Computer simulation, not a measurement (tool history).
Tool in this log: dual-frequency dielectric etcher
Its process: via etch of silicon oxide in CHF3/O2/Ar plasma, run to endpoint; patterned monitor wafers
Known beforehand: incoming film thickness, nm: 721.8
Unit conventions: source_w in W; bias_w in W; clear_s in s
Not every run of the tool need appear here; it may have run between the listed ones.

Run 1, hour 0.0: source_w 580 W, bias_w 229 W. Result: clear_s 319.76 s.
Run 2, hour 0.8: source_w 580 W, bias_w 264 W. Result: clear_s 308.45 s.
Run 3, hour 9.4: source_w 580 W, bias_w 223 W. Result: clear_s 323.74 s.
Run 4, hour 12.7: source_w 560 W, bias_w 220 W. Result: clear_s 327.97 s.
Run 5, hour 17.2: source_w 660 W, bias_w 220 W. Result: clear_s 305.91 s.
Run 6, hour 17.9: source_w 660 W, bias_w 236 W. Result: clear_s 300.93 s.

Run 7 has not been measured yet. What should we expect?
Run 7, hour 25.7: source_w 660 W, bias_w 236 W. Result: clear_s ?.

clear_s: 301.85 s

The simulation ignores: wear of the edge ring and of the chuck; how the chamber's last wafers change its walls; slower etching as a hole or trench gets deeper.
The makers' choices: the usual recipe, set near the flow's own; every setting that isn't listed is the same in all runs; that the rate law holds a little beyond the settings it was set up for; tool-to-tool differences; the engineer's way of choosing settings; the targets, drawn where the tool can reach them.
